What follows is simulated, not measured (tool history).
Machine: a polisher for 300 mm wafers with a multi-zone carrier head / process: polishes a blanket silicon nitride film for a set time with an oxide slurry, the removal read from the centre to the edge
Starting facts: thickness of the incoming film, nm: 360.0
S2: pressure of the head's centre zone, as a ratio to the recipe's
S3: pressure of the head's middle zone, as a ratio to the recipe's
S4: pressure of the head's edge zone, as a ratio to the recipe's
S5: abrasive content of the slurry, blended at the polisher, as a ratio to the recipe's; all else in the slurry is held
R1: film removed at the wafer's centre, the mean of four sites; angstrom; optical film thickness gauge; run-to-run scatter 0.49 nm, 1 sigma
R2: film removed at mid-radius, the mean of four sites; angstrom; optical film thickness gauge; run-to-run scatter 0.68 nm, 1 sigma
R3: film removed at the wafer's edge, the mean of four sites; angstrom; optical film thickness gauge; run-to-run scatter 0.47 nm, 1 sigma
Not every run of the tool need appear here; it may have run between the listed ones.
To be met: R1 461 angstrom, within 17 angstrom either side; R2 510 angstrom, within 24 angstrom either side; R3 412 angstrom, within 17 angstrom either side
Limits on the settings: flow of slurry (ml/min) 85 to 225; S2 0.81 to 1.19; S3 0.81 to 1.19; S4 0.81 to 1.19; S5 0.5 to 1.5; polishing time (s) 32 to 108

Run 1, day 0: flow of slurry (ml/min) 145, S2 1, S3 1, S4 1, S5 1, polishing time (s) 70. Result: R1 695.83 angstrom, R2 725.23 angstrom, R3 699.97 angstrom.
Run 2, day 0.288: flow of slurry (ml/min) 145, S2 1, S3 0.92, S4 1, S5 1, polishing time (s) 70. Result: R1 696.38 angstrom, R2 671.57 angstrom, R3 703.63 angstrom.
Run 3, day 0.367: flow of slurry (ml/min) 145, S2 1, S3 0.96, S4 0.96, S5 0.9, polishing time (s) 66. Result: R1 634.03 angstrom, R2 626.64 angstrom, R3 622.28 angstrom.
Run 4, day 0.546: flow of slurry (ml/min) 145, S2 1, S3 1.01, S4 0.96, S5 0.9, polishing time (s) 66. Result: R1 637.62 angstrom, R2 659.86 angstrom, R3 619.7 angstrom.
Run 5, day 0.658: flow of slurry (ml/min) 145, S2 1, S3 1.03, S4 0.93, S5 0.8, polishing time (s) 63. Result: R1 588.65 angstrom, R2 621.85 angstrom, R3 558.45 angstrom.
Run 6, day 1.033: flow of slurry (ml/min) 120, S2 1, S3 1.03, S4 0.93, S5 0.8, polishing time (s) 63. Result: R1 561.99 angstrom, R2 594.68 angstrom, R3 546.64 angstrom.
Run 7, day 1.238: flow of slurry (ml/min) 125, S2 1, S3 1.05, S4 0.91, S5 0.75, polishing time (s) 61. Result: R1 536.9 angstrom, R2 572.11 angstrom, R3 527.78 angstrom.
Run 8, day 1.55: flow of slurry (ml/min) 85, S2 1.1, S3 1.15, S4 0.81, S5 0.6, polishing time (s) 50. Result: R1 397.19 angstrom, R2 424.58 angstrom, R3 347.49 angstrom.
Run 9, day 1.821: flow of slurry (ml/min) 100, S2 1.09, S3 1.16, S4 0.83, S5 0.6, polishing time (s) 50. Result: R1 418.34 angstrom, R2 460.44 angstrom, R3 362.43 angstrom.
Run 10, day 2.133: flow of slurry (ml/min) 105, S2 1.08, S3 1.15, S4 0.85, S5 0.6, polishing time (s) 50. Result: R1 421.85 angstrom, R2 445.66 angstrom, R3 370.59 angstrom.
Run 11, day 2.296: flow of slurry (ml/min) 135, S2 1.05, S3 1.19, S4 0.85, S5 0.8, polishing time (s) 51. Result: R1 492.56 angstrom, R2 561.63 angstrom, R3 441.63 angstrom.
Run 12, day 2.558: flow of slurry (ml/min) 130, S2 1.05, S3 1.18, S4 0.85, S5 0.8, polishing time (s) 51. Result: R1 484.83 angstrom, R2 554.25 angstrom, R3 431.48 angstrom.
Run 13, day 2.671: flow of slurry (ml/min) 125, S2 1.05, S3 1.17, S4 0.85, S5 0.8, polishing time (s) 51. Result: R1 470.04 angstrom, R2 550.94 angstrom, R3 435.92 angstrom.
Run 14, day 2.7: flow of slurry (ml/min) 120, S2 1.06, S3 1.16, S4 0.85, S5 0.8, polishing time (s) 51. Result: R1 475.24 angstrom, R2 543.78 angstrom, R3 433.58 angstrom.

Exactly one of the 5 candidate moves below puts every result within its allowed miss. Which one?
Run A, day 2.729: flow of slurry (ml/min) 85, S2 0.99, S3 1.15, S4 0.86, S5 1.25, polishing time (s) 51. Result: R1 ?, R2 ?, R3 ?.
Run B, day 2.729: flow of slurry (ml/min) 85, S2 1.1, S3 1.17, S4 0.83, S5 0.6, polishing time (s) 59. Result: R1 ?, R2 ?, R3 ?.
Run C, day 2.729: flow of slurry (ml/min) 110, S2 1.02, S3 0.96, S4 0.94, S5 0.5, polishing time (s) 68. Result: R1 ?, R2 ?, R3 ?.
Run D, day 2.729: flow of slurry (ml/min) 130, S2 1.1, S3 1.19, S4 0.85, S5 0.8, polishing time (s) 53. Result: R1 ?, R2 ?, R3 ?.
Run E, day 2.729: flow of slurry (ml/min) 115, S2 0.96, S3 1.19, S4 0.82, S5 1.2, polishing time (s) 48. Result: R1 ?, R2 ?, R3 ?.

move      R1      R2      R3
   A  463.46  556.96  467.61
   B  456.73  504.28  410.69
   C  494.89  491.57  491.96
   D  512.43   565.5  443.88
   E  456.74  575.19  447.54
A: its largest miss is bigger than the last run's
B: meets every target
C: corrects the largest miss of the last run, while another result sits out of spec
D: its largest miss is bigger than the last run's
E: its largest miss is bigger than the last run's
So the answer is move B, the one that meets all the targets.
